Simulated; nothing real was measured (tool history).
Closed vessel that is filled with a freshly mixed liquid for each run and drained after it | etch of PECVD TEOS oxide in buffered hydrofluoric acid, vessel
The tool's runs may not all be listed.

run	hour	temperature setpoint of the liquid (K)	parts of 40 % ammonium fluoride to one part of 49 % hydrofluoric acid (parts by volume)	time in the liquid (s)	thickness taken off the PECVD TEOS oxide on a monitor wafer (angstrom)
1	0	295.15	23	95	526.2
2	4.5	295.15	20	95	578.21
3	12.7	296.65	20	95	628.06
4	14.8	296.65	25	95	534.79
5	20.8	296.65	25	105	596.54
6	25.9	297.65	25	105	632.91
7	33.8	297.65	25	105	628.97

The next listed run, before its measurement:
8	39.5	297.65	25	105	?

thickness taken off the PECVD TEOS oxide on a monitor wafer (angstrom): 625.68
